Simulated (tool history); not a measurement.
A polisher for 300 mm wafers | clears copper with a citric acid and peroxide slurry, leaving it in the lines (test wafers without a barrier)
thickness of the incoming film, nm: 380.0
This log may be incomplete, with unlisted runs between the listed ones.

run  hour  flow of slurry (ml/min)  pressure of the wafer on the pad (kPa)  speed of the pad under the wafer (cm/s)  abrasive content of the slurry  overpolish time after the end point (s)  time until the end point was called (s)  dishing of a wide line in a test structure (Å)
  1   0.0                      190                                    24.1                                      142                            1.00                                       23                                   122.06                                          521.34
  2   8.4                      190                                    22.1                                      140                            1.00                                       25                                   139.03                                          532.51
  3  12.3                      190                                    20.7                                      140                            1.00                                       26                                   145.09                                          508.84
  4  19.0                      190                                    24.1                                      140                            1.00                                       26                                   124.55                                          561.79
     22.5  -- worn pad replaced by a new one
  5  22.5                      190                                    22.1                                      140                            1.00                                       27                                   125.12                                          599.02
  6  23.6                      190                                    22.1                                      140                            1.10                                       27                                   121.99                                          621.38
  7  31.8                      190                                    20.0                                      138                            1.10                                       28                                   136.86                                          557.51

For run 8, what comes out?
  8  34.6                      190                                    18.6                                      138                            1.05                                       30                                        ?                                               ?

{"run 8": {"time until the end point was called (s)": 150.35, "dishing of a wide line in a test structure (Å)": 552.33}}
